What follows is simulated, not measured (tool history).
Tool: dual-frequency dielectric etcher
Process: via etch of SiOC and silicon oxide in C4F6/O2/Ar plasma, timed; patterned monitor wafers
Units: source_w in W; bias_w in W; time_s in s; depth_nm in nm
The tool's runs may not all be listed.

{"run": 1, "day": 0.0, "source_w": 340, "bias_w": 141, "time_s": 59.0, "depth_nm": 59.598}
{"run": 2, "day": 0.146, "source_w": 330, "bias_w": 139, "time_s": 59.0, "depth_nm": 59.301}
{"run": 3, "day": 0.425, "source_w": 330, "bias_w": 160, "time_s": 59.0, "depth_nm": 61.839}
{"run": 4, "day": 0.588, "source_w": 290, "bias_w": 160, "time_s": 59.0, "depth_nm": 59.877}
{"run": 5, "day": 0.888, "source_w": 280, "bias_w": 156, "time_s": 58.5, "depth_nm": 59.105}
{"run": 6, "day": 1.008, "source_w": 280, "bias_w": 173, "time_s": 58.5, "depth_nm": 60.455}

Run 7 comes next. What will it give?
{"run": 7, "day": 1.342, "source_w": 270, "bias_w": 167, "time_s": 58.0, "depth_nm": "?"}

{"run 7": {"depth_nm": 59.009}}
